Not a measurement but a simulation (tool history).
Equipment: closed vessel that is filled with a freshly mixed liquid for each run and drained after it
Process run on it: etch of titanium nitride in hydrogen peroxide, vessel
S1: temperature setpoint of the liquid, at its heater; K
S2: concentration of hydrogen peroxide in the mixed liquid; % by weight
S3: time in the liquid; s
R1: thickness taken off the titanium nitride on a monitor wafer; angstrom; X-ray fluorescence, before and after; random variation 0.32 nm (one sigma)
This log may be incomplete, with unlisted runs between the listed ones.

run	hour	S1	S2	S3	R1
1	0	328.15	24.5	1310	537.93
2	7.8	328.15	24.5	1310	537.25
3	9.7	330.65	24.5	1310	640.47
4	16	332.65	24.5	1310	737.65
5	24.6	332.65	24.5	1400	783.54
6	26.1	332.65	22.5	1400	769.68
7	35.5	333.65	22.5	1400	825.53

Expected results for the next run?
8	44.2	334.65	22.5	1400	?

Run 8 came out at R1 883.76 angstrom.
